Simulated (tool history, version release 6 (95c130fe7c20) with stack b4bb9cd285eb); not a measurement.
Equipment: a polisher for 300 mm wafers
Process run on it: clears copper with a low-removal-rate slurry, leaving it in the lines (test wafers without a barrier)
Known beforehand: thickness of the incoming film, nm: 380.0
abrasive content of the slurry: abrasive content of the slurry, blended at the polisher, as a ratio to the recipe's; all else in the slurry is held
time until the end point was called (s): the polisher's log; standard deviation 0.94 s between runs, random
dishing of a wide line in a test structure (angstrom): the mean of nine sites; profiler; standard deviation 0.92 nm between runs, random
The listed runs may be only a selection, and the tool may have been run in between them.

run  hour  flow of slurry (ml/min)  pressure of the wafer on the pad (kPa)  speed of the pad under the wafer (m/s)  abrasive content of the slurry  overpolish time after the end point (s)  time until the end point was called (s)  dishing of a wide line in a test structure (angstrom)
  1     0                      215                                    22.8                                    1.38                               1                                       27                                   74.839                                                 863.45
  2   3.1                      215                                    22.8                                    1.04                               1                                       27                                   96.879                                                 700.39
  3   4.2                      215                                    22.8                                    1.04                            0.85                                       27                                    103.9                                                 704.05
  4   8.2                      215                                    22.8                                    1.04                            0.95                                       27                                   99.739                                                 713.35
  5    10                      215                                    22.8                                    1.04                            0.85                                       27                                   99.228                                                 688.49
  6  18.5                      215                                    22.8                                     0.9                            0.85                                       27                                   115.84                                                 613.86
  7  20.1                      220                                    26.2                                     0.9                             0.9                                       22                                    100.2                                                 595.95
     20.8  -- head pressure recalibrated
  8  20.8                      225                                      29                                     0.9                             0.9                                       19                                   98.168                                                 538.96

Estimate the outcome of run 9 from the log above:
  9  29.2                      225                                      31                                    0.96                             0.9                                       17                                        ?                                                      ?

Run 9 produced time until the end point was called (s) 86.767, dishing of a wide line in a test structure (angstrom) 548.58.

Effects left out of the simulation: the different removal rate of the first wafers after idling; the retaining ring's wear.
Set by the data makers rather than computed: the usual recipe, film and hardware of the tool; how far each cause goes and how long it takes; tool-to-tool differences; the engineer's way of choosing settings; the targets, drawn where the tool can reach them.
